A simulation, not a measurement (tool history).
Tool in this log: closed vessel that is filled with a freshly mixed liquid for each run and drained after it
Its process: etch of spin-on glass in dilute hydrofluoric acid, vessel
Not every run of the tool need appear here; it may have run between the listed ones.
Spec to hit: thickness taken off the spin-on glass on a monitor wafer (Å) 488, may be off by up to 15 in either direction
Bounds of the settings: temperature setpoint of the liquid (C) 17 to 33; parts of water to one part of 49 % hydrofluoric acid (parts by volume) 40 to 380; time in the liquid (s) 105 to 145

run	hour	temperature setpoint of the liquid (C)	parts of water to one part of 49 % hydrofluoric acid (parts by volume)	time in the liquid (s)	thickness taken off the spin-on glass on a monitor wafer (Å)
1	0	25	210	145	219.61
2	3.9	27	185	145	272.98
3	10.1	30	185	145	299.5
4	19	30.5	165	145	351.61
5	21.3	31	155	145	387.91
6	25.2	31.5	150	145	410.49
7	30.2	32	145	145	438.49
8	37.2	32	145	145	437.84
9	42.1	32	140	145	455.95

Below are 5 possible settings for the next run. Only one of them brings all results inside the allowed miss of their targets. Which is it?
A	47	23	90	145	?
B	47	31	120	145	?
C	47	33	135	145	?
D	47	31	115	105	?
E	47	33	130	145	?

move	thickness taken off the spin-on glass on a monitor wafer (Å)
A	537.46
B	526.91
C	492.65
D	400.95
E	515.29
A: takes the result that was furthest off past its target
B: takes the result that was furthest off past its target
C: all results in spec
D: the biggest miss grows against the last run
E: takes the result that was furthest off past its target
Go with C: it meets all targets.
